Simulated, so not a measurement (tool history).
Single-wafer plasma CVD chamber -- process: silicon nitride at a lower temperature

| run | hour | heater temperature setpoint (K) | chamber pressure (Torr) | RF power (W) | deposition time (s) | mean film thickness on the monitor wafer (nm) |
|---|---|---|---|---|---|---|
| 1 | 0 | 628.15 | 2.04 | 345 | 24.6 | 38.191 |
| 2 | 0.7 | 628.15 | 2.04 | 345 | 24.6 | 38.402 |
| 3 | 9.1 | 633.15 | 1.82 | 315 | 24.3 | 33.771 |
| 4 | 10.7 | 633.15 | 1.82 | 350 | 24.3 | 36.853 |
| 5 | 15.4 | 633.15 | 1.71 | 325 | 24.1 | 33.656 |
| 6 | 21.8 | 633.15 | 1.62 | 305 | 23.9 | 30.989 |

Forecast run 7:
| 7 | 27.3 | 633.15 | 1.54 | 295 | 23.8 | ? |

Logged for run 7: mean film thickness on the monitor wafer (nm) 29.296.

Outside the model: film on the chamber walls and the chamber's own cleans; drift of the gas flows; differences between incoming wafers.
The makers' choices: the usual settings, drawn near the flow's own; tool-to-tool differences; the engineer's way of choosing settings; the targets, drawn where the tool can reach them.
